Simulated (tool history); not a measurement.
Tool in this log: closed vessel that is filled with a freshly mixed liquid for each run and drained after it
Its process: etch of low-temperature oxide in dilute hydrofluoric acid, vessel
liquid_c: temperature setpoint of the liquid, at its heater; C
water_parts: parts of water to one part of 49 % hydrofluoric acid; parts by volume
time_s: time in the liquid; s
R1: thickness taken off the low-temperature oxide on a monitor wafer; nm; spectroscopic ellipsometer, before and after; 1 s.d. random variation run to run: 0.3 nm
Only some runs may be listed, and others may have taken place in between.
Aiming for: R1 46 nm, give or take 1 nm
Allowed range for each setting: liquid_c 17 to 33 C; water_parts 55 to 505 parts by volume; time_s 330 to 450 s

{"run": 1, "hour": 0.0, "liquid_c": 25, "water_parts": 280, "time_s": 450, "R1": 15.56}
{"run": 2, "hour": 3.9, "liquid_c": 26.5, "water_parts": 245, "time_s": 450, "R1": 19.262}
{"run": 3, "hour": 12.7, "liquid_c": 28, "water_parts": 215, "time_s": 450, "R1": 24.265}
{"run": 4, "hour": 20.4, "liquid_c": 29, "water_parts": 195, "time_s": 450, "R1": 28.279}
{"run": 5, "hour": 23.3, "liquid_c": 30, "water_parts": 180, "time_s": 450, "R1": 32.713}
{"run": 6, "hour": 32.7, "liquid_c": 27.5, "water_parts": 180, "time_s": 450, "R1": 29.582}
{"run": 7, "hour": 34.9, "liquid_c": 28.5, "water_parts": 170, "time_s": 450, "R1": 32.808}
{"run": 8, "hour": 44.0, "liquid_c": 32.5, "water_parts": 130, "time_s": 450, "R1": 52.382}
{"run": 9, "hour": 46.5, "liquid_c": 32, "water_parts": 130, "time_s": 450, "R1": 51.098}
{"run": 10, "hour": 52.0, "liquid_c": 31.5, "water_parts": 130, "time_s": 450, "R1": 50.947}
{"run": 11, "hour": 53.3, "liquid_c": 31, "water_parts": 130, "time_s": 450, "R1": 50.087}
{"run": 12, "hour": 55.2, "liquid_c": 30.5, "water_parts": 130, "time_s": 450, "R1": 48.338}

Exactly one of the 5 candidate moves below puts every result within its allowed miss. Which one?
{"run": "A", "hour": 57.1, "liquid_c": 33, "water_parts": 140, "time_s": 450, "R1": "?"}
{"run": "B", "hour": 57.1, "liquid_c": 26.5, "water_parts": 105, "time_s": 445, "R1": "?"}
{"run": "C", "hour": 57.1, "liquid_c": 33, "water_parts": 135, "time_s": 435, "R1": "?"}
{"run": "D", "hour": 57.1, "liquid_c": 33, "water_parts": 140, "time_s": 445, "R1": "?"}
{"run": "E", "hour": 57.1, "liquid_c": 33, "water_parts": 140, "time_s": 425, "R1": "?"}

move=A R1=49.19
move=B R1=53.521
move=C R1=49.665
move=D R1=48.644
move=E R1=46.458
A: lands further from the targets than the last run did
B: lands further from the targets than the last run did
C: lands further from the targets than the last run did
D: lands further from the targets than the last run did
E: every result lands within tolerance
Correct choice: E, which meets every target
